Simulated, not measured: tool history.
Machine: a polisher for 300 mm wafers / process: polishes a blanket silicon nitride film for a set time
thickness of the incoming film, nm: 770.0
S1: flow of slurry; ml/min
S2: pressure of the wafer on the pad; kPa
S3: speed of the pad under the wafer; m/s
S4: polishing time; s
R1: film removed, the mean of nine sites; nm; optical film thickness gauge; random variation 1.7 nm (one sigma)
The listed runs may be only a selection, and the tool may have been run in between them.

run 1 day=0 | S1=165 S2=25.5 S3=0.94 S4=92 | R1=144.32
run 2 day=0.154 | S1=165 S2=24.8 S3=0.94 S4=92 | R1=144.1
run 3 day=0.388 | S1=165 S2=24.1 S3=0.94 S4=92 | R1=138.97
run 4 day=0.712 | S1=165 S2=23.4 S3=0.94 S4=92 | R1=139.74
run 5 day=0.933 | S1=165 S2=22.8 S3=0.94 S4=92 | R1=135.57
run 6 day=1.042 | S1=195 S2=22.8 S3=0.94 S4=92 | R1=138.27
run 7 day=1.296 | S1=195 S2=22.1 S3=0.94 S4=92 | R1=133.42

Estimate the outcome of run 8 from the log above:
run 8 day=1.375 | S1=195 S2=21.4 S3=0.94 S4=92 | R1=?

Run 8 measured R1 129.99 nm.

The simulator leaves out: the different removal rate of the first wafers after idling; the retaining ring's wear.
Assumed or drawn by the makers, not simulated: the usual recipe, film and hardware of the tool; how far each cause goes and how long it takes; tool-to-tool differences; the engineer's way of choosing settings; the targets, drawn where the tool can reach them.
